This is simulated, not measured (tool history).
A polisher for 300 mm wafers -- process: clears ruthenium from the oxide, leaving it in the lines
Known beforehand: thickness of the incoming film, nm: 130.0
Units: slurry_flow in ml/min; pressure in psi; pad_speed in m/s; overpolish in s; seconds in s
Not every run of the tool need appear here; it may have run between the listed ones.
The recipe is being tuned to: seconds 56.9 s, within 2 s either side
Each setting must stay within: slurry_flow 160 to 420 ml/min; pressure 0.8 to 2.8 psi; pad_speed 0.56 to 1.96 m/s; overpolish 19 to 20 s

run  hour  slurry_flow  pressure  pad_speed  overpolish  seconds
  1     0          270       1.8       1.26          19   92.129
  2     6          295       1.8       1.26          19   92.451
  3     7          295       1.8       1.26          19   91.964
  4  10.6          295       1.8        1.5          19   75.453
  5    17          295       1.6        1.5          19   83.843
  6  25.2          295       1.7        1.5          19   81.089
  7  32.3          295       1.8        1.5          19   78.139
  8    35          295       1.9        1.5          19   72.958
  9    42          295         2        1.5          19   70.522
 10  44.9          295       2.1        1.5          19   65.701
 11  51.7          295       2.2        1.5          19   64.944
 12  58.4          295       2.3        1.5          19   62.424
 13    63          295       2.4        1.5          19   59.299

Consider the 4 candidate settings below. Which is the only one whose results all fall within their allowed miss of target?
  A  67.6          275       2.3       1.46          19        ?
  B  67.6          395       2.4        1.4          20        ?
  C  67.6          270       2.2        1.7          19        ?
  D  67.6          385       2.2       1.48          19        ?

move  seconds
   A   64.667
   B   62.969
   C   58.128
   D   64.656
A: lands further from the targets than the last run did
B: lands further from the targets than the last run did
C: each result inside its tolerance
D: lands further from the targets than the last run did
Correct choice: C, which meets every target

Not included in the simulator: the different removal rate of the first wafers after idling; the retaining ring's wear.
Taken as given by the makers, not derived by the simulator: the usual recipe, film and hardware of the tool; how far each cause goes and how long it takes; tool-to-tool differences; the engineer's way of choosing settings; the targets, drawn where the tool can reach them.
